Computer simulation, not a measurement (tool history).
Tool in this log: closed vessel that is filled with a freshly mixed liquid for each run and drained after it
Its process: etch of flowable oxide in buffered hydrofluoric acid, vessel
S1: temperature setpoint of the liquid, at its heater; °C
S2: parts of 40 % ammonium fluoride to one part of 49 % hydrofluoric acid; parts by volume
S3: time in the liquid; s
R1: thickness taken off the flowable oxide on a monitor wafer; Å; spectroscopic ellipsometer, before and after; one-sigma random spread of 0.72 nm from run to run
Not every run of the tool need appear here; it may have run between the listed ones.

run	hour	S1	S2	S3	R1
1	0	22	16	35	506.44
2	8.6	24.5	16	35	578.15
3	15	26	16	35	635.03
4	19.6	27	16	35	661.38
5	24.9	27	11.5	35	925.43
6	27.4	26	11.5	35	874.16
# hour 30: hydrofluoric acid flow meter replaced
7	30	25	11.5	35	930.4

The next listed run, before its measurement:
8	33.6	23.5	11.5	35	?

Run 8 yielded R1 866.47 Å.
